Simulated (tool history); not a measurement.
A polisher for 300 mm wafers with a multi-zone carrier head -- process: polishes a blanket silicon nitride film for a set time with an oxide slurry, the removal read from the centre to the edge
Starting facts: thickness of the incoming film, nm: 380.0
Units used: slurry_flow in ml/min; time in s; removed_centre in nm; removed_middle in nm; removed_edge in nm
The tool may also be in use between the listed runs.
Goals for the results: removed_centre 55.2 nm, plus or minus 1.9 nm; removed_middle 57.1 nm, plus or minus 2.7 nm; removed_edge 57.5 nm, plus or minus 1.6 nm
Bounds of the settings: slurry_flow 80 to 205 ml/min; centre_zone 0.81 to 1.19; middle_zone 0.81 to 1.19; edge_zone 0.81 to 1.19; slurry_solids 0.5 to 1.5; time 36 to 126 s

run 1 day=0 | slurry_flow=135 centre_zone=1 middle_zone=1 edge_zone=1 slurry_solids=1 time=81 | removed_centre=45.634 removed_middle=52.473 removed_edge=50.382
run 2 day=0.183 | slurry_flow=150 centre_zone=1.02 middle_zone=0.99 edge_zone=1.03 slurry_solids=1 time=81 | removed_centre=47.826 removed_middle=53.135 removed_edge=51.942
run 3 day=0.483 | slurry_flow=160 centre_zone=1.04 middle_zone=0.99 edge_zone=1.06 slurry_solids=1 time=81 | removed_centre=48.937 removed_middle=53.043 removed_edge=53.171
run 4 day=0.575 | slurry_flow=160 centre_zone=1.04 middle_zone=0.99 edge_zone=1.06 slurry_solids=1 time=61 | removed_centre=37.929 removed_middle=40.929 removed_edge=40.25
run 5 day=0.721 | slurry_flow=160 centre_zone=1.04 middle_zone=0.99 edge_zone=1.06 slurry_solids=0.95 time=61 | removed_centre=36.306 removed_middle=40.497 removed_edge=39.25
run 6 day=1.029 | slurry_flow=175 centre_zone=1.04 middle_zone=0.99 edge_zone=1.06 slurry_solids=0.95 time=61 | removed_centre=36.815 removed_middle=41.276 removed_edge=39.426
run 7 day=1.129 | slurry_flow=175 centre_zone=1.05 middle_zone=1.01 edge_zone=1.08 slurry_solids=1.15 time=63 | removed_centre=40.71 removed_middle=44.69 removed_edge=44.659
-- day=1.238 centre zone pressure recalibrated
run 8 day=1.238 | slurry_flow=180 centre_zone=1.08 middle_zone=1.04 edge_zone=1.08 slurry_solids=1.25 time=65 | removed_centre=52.275 removed_middle=49.221 removed_edge=47.319
run 9 day=1.333 | slurry_flow=180 centre_zone=1.06 middle_zone=1.06 edge_zone=1.11 slurry_solids=1.35 time=66 | removed_centre=51.927 removed_middle=50.583 removed_edge=49.709
run 10 day=1.704 | slurry_flow=190 centre_zone=1.02 middle_zone=1.1 edge_zone=1.18 slurry_solids=1.5 time=73 | removed_centre=59.035 removed_middle=60.25 removed_edge=59.423
run 11 day=1.854 | slurry_flow=185 centre_zone=1.02 middle_zone=1.09 edge_zone=1.17 slurry_solids=1.5 time=73 | removed_centre=58.193 removed_middle=60.026 removed_edge=58.74
run 12 day=1.975 | slurry_flow=185 centre_zone=1.02 middle_zone=1.09 edge_zone=1.17 slurry_solids=1.5 time=73 | removed_centre=57.815 removed_middle=60.239 removed_edge=58.653

Next run, 4 choices. One meets every target within its allowed miss, the rest don't. Which?
run A day=2.096 | slurry_flow=200 centre_zone=1.03 middle_zone=1.11 edge_zone=1.11 slurry_solids=1.45 time=69 | removed_centre=? removed_middle=? removed_edge=?
run B day=2.096 | slurry_flow=205 centre_zone=1.03 middle_zone=1.16 edge_zone=1.19 slurry_solids=1.5 time=67 | removed_centre=? removed_middle=? removed_edge=?
run C day=2.096 | slurry_flow=150 centre_zone=1 middle_zone=1.04 edge_zone=1.15 slurry_solids=1.45 time=75 | removed_centre=? removed_middle=? removed_edge=?
run D day=2.096 | slurry_flow=195 centre_zone=0.92 middle_zone=0.9 edge_zone=1.19 slurry_solids=1.45 time=78 | removed_centre=? removed_middle=? removed_edge=?

move=A removed_centre=55.756 removed_middle=56.711 removed_edge=53.739
move=B removed_centre=54.956 removed_middle=57.264 removed_edge=54.556
move=C removed_centre=55.978 removed_middle=56.925 removed_edge=57.508
move=D removed_centre=55.976 removed_middle=57.148 removed_edge=62.638
A: brings the last run's worst result on target, with another outside its allowed miss
B: brings the last run's worst result on target, with another outside its allowed miss
C: in spec on every target
D: brings the last run's worst result on target, with another outside its allowed miss
Correct choice: C, which meets every target
